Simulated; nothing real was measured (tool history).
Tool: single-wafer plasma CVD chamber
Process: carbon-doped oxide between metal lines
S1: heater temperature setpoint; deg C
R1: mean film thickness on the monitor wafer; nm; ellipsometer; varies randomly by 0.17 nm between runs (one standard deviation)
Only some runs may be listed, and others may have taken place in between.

{"run": 1, "hour": 0.0, "S1": 350, "chamber pressure (Pa)": 877, "RF power (W)": 575, "deposition time (s)": 9, "R1": 56.426}
{"run": 2, "hour": 9.0, "S1": 354, "chamber pressure (Pa)": 841, "RF power (W)": 540, "deposition time (s)": 9, "R1": 53.397}
{"run": 3, "hour": 14.2, "S1": 346, "chamber pressure (Pa)": 841, "RF power (W)": 540, "deposition time (s)": 9, "R1": 54.528}
{"run": 4, "hour": 23.2, "S1": 356, "chamber pressure (Pa)": 841, "RF power (W)": 540, "deposition time (s)": 9, "R1": 53.181}
{"run": 5, "hour": 28.6, "S1": 356, "chamber pressure (Pa)": 897, "RF power (W)": 540, "deposition time (s)": 9, "R1": 53.224}
{"run": 6, "hour": 32.3, "S1": 359, "chamber pressure (Pa)": 887, "RF power (W)": 520, "deposition time (s)": 9, "R1": 51.523}
{"run": 7, "hour": 34.3, "S1": 361, "chamber pressure (Pa)": 875, "RF power (W)": 505, "deposition time (s)": 9, "R1": 50.255}

Run 8 comes next. What will it give?
{"run": 8, "hour": 42.1, "S1": 361, "chamber pressure (Pa)": 875, "RF power (W)": 505, "deposition time (s)": 9, "R1": "?"}

Run 8 came out at R1 50.285 nm.

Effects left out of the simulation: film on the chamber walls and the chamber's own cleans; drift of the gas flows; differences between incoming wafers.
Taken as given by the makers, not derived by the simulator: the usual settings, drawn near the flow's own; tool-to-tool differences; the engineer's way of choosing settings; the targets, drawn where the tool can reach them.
